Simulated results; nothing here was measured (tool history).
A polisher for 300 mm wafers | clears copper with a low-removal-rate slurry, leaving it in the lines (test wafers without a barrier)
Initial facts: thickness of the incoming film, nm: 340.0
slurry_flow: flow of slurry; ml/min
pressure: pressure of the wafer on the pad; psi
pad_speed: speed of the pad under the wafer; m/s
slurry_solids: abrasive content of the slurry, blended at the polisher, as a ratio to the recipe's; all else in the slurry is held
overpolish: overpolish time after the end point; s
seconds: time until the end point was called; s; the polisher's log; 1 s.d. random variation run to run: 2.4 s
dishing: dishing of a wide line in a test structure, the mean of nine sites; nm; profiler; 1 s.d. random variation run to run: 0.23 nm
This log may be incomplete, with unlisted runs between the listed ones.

run	hour	slurry_flow	pressure	pad_speed	slurry_solids	overpolish	seconds	dishing
1	0	150	3.3	1.02	1	27	112.94	44.54
2	6.9	150	3.3	1.02	1.1	27	109.57	45.606
3	13.3	150	3.3	0.92	1.1	27	119.05	41.863
4	21.7	160	2.9	0.9	1.15	23	136.66	34.375
5	27.3	135	2.9	0.9	1.15	23	136.49	33.715
6	32.2	135	2.6	0.9	1.15	20	151	27.191
7	33.6	130	2.5	0.9	1.15	19	157.45	25.514
8	36.2	125	2.4	0.9	1.15	18	166.99	23.794

Predict the results of run 9:
9	38.6	125	2.4	0.9	1.15	18	?	?

seconds: 163.29 s
dishing: 23.62 nm

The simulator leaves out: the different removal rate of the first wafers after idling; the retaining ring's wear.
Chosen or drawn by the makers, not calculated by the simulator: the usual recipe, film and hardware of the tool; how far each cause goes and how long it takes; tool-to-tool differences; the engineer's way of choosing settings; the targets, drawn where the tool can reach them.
